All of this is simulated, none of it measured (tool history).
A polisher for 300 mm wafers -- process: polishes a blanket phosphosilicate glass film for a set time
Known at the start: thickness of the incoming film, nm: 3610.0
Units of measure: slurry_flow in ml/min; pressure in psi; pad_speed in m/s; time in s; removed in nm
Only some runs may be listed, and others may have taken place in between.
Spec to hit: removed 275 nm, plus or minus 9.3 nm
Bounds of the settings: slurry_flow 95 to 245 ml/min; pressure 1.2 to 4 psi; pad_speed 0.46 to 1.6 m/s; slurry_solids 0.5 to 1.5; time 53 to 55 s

run 1 hour=0 | slurry_flow=155 pressure=2.6 pad_speed=1.02 slurry_solids=1 time=53 | removed=325.49
run 2 hour=5.7 | slurry_flow=150 pressure=2.5 pad_speed=1.02 slurry_solids=1 time=53 | removed=314.76
run 3 hour=8.8 | slurry_flow=150 pressure=2.9 pad_speed=1.02 slurry_solids=1 time=53 | removed=365.78
run 4 hour=14.9 | slurry_flow=150 pressure=2.9 pad_speed=1.22 slurry_solids=1 time=53 | removed=417
run 5 hour=18.9 | slurry_flow=150 pressure=2.7 pad_speed=1.22 slurry_solids=1 time=53 | removed=386.34
run 6 hour=26.1 | slurry_flow=150 pressure=3.3 pad_speed=1.22 slurry_solids=1 time=53 | removed=467.23
run 7 hour=34.4 | slurry_flow=150 pressure=3 pad_speed=1.22 slurry_solids=1 time=53 | removed=427.98
run 8 hour=39.4 | slurry_flow=150 pressure=3 pad_speed=1.22 slurry_solids=1 time=53 | removed=430.63
run 9 hour=44.2 | slurry_flow=135 pressure=2.3 pad_speed=1.2 slurry_solids=1 time=53 | removed=325.76
-- hour=49.6 worn pad replaced by a new one
run 10 hour=49.6 | slurry_flow=130 pressure=1.8 pad_speed=1.18 slurry_solids=1 time=53 | removed=303.21

Which of these 5 next moves meets every target?
run A hour=55 | slurry_flow=135 pressure=1.9 pad_speed=1.04 slurry_solids=1.05 time=54 | removed=?
run B hour=55 | slurry_flow=125 pressure=1.5 pad_speed=1.08 slurry_solids=1.15 time=53 | removed=?
run C hour=55 | slurry_flow=130 pressure=1.6 pad_speed=1.2 slurry_solids=1.2 time=54 | removed=?
run D hour=55 | slurry_flow=120 pressure=1.6 pad_speed=1.16 slurry_solids=1.05 time=55 | removed=?
run E hour=55 | slurry_flow=95 pressure=2 pad_speed=0.94 slurry_solids=1.1 time=53 | removed=?

move=A removed=296.21
move=B removed=250.33
move=C removed=299.78
move=D removed=277.17
move=E removed=260.31
A: closer than the last run, but not yet in spec
B: moves the result that the last run missed by most past its target, out the other side
C: closer than the last run, but not yet in spec
D: every result lands within tolerance
E: moves the result that the last run missed by most past its target, out the other side
Answer: D
